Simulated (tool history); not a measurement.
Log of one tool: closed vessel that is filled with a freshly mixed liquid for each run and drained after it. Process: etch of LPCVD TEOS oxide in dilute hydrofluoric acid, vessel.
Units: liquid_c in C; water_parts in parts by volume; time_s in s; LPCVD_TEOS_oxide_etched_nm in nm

run 1 hour=0 | liquid_c=24 water_parts=260 time_s=740 | LPCVD_TEOS_oxide_etched_nm=36.908
run 2 hour=6.6 | liquid_c=20.5 water_parts=260 time_s=740 | LPCVD_TEOS_oxide_etched_nm=32.697
run 3 hour=9.6 | liquid_c=20.5 water_parts=260 time_s=740 | LPCVD_TEOS_oxide_etched_nm=32.308
run 4 hour=13 | liquid_c=18 water_parts=260 time_s=740 | LPCVD_TEOS_oxide_etched_nm=29.226
-- hour=20.1 thermometer replaced
run 5 hour=20.1 | liquid_c=17.5 water_parts=280 time_s=740 | LPCVD_TEOS_oxide_etched_nm=27.56
run 6 hour=23.3 | liquid_c=20 water_parts=280 time_s=740 | LPCVD_TEOS_oxide_etched_nm=30.382
run 7 hour=30.1 | liquid_c=19 water_parts=305 time_s=740 | LPCVD_TEOS_oxide_etched_nm=26.29
run 8 hour=37.9 | liquid_c=18.5 water_parts=320 time_s=740 | LPCVD_TEOS_oxide_etched_nm=24.222
run 9 hour=45.2 | liquid_c=18 water_parts=330 time_s=740 | LPCVD_TEOS_oxide_etched_nm=22.881

The next listed run, before its measurement:
run 10 hour=54 | liquid_c=17.5 water_parts=335 time_s=740 | LPCVD_TEOS_oxide_etched_nm=?

LPCVD_TEOS_oxide_etched_nm: 22.083 nm
